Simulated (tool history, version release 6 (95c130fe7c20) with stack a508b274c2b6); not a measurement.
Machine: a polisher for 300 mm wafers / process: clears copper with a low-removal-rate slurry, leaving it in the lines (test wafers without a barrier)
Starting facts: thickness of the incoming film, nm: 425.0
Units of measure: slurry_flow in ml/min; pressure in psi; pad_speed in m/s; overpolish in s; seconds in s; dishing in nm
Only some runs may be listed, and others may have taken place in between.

run  hour  slurry_flow  pressure  pad_speed  slurry_solids  overpolish  seconds  dishing
  1   0.0          255       3.7       0.98            1.0          27   116.92   53.620
  2   8.6          255       3.7       0.98            0.8          27   120.59   51.909
  3  12.3          255       3.8       0.98            0.8          28   116.15   55.301
  4  18.3          255       3.9       0.98            0.8          29   115.94   56.929
  5  25.0          255       4.0       0.98            0.8          30   111.54   60.305
  6  26.0          255       4.0       0.98            0.6          30   118.28   58.301
  7  30.7          255       4.1       0.98            0.6          31   115.82   62.045

Forecast run 8:
  8  32.0          255       4.2       0.98            0.6          31        ?        ?

seconds: 116.24 s
dishing: 62.101 nm

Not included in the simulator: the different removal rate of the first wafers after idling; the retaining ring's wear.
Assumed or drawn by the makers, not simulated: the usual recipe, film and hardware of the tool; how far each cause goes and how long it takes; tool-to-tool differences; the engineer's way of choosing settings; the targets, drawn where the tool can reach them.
